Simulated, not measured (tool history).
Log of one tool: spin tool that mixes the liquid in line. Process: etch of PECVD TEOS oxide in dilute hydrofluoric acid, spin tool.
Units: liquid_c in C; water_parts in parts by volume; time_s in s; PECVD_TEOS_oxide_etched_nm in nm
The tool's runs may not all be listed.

run  hour  liquid_c  water_parts  time_s  PECVD_TEOS_oxide_etched_nm
  1     0        25          190      90                      7.9041
  2   2.6      22.5          190      90                      7.2162
  3   3.7        24          190      90                      7.5899
  4   4.3        22          190      90                      7.0691
  5   6.6        22          190      70                      5.4766
  6  14.3      19.5          190      70                      5.0053
  7    23      20.5          190      70                       5.174

Forecast run 8:
  8  23.7      24.5          185      70                           ?

Run 8 gave PECVD_TEOS_oxide_etched_nm 6.2648 nm.
